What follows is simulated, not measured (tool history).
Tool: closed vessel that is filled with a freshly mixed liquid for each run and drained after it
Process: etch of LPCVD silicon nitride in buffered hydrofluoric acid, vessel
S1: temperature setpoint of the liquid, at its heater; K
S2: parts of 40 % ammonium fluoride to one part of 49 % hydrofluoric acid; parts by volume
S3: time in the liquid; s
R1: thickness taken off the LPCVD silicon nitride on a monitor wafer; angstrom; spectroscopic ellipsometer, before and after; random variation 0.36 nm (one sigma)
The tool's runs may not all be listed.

run 1 hour=0.0 | S1=294.15 S2=14.5 S3=1820 | R1=194.31
run 2 hour=8.3 | S1=295.65 S2=14.5 S3=1820 | R1=209.87
run 3 hour=12.4 | S1=295.65 S2=14.5 S3=1940 | R1=222.35
run 4 hour=18.8 | S1=295.65 S2=17.0 S3=1940 | R1=191.60
run 5 hour=23.4 | S1=295.65 S2=21.0 S3=1940 | R1=155.14
run 6 hour=28.1 | S1=297.65 S2=17.5 S3=1940 | R1=207.03

Forecast run 7:
run 7 hour=34.2 | S1=297.65 S2=17.5 S3=1940 | R1=?

Run 7 gave R1 208.06 angstrom.
